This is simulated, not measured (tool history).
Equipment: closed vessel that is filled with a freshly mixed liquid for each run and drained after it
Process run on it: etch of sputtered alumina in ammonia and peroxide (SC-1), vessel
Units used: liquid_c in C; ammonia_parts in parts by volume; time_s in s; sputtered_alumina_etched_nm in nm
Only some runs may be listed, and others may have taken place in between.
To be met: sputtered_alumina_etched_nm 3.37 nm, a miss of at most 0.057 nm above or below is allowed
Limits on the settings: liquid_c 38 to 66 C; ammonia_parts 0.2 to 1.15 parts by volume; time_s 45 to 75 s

run  hour  liquid_c  ammonia_parts  time_s  sputtered_alumina_etched_nm
  1     0        50           0.65      75                       4.5323
  2   1.6        50            0.8      75                       4.6225
  3   5.6        48            0.8      75                       4.1822
  4   7.9      46.5            0.8      75                       3.8149
  5     9      46.5            0.8      75                       3.8021
  6  14.6        46            0.8      75                       3.6836
  7  21.5      45.5            0.8      75                       3.6007
  8    25        45            0.8      75                       3.4952

Which of these 5 next moves meets every target?
  A  28.5      44.5            0.7      75                            ?
  B  28.5      43.5            0.8      75                            ?
  C  28.5        45           0.85      75                            ?
  D  28.5        44           0.65      75                            ?
  E  28.5      43.5           0.95      75                            ?

move  sputtered_alumina_etched_nm
   A                       3.3359
   B                       3.1904
   C                       3.4967
   D                       3.2189
   E                       3.2433
A: all results in spec
B: carries the result that was furthest off beyond its target, to the other side
C: about as far from the targets as the last run
D: carries the result that was furthest off beyond its target, to the other side
E: carries the result that was furthest off beyond its target, to the other side
Answer: A
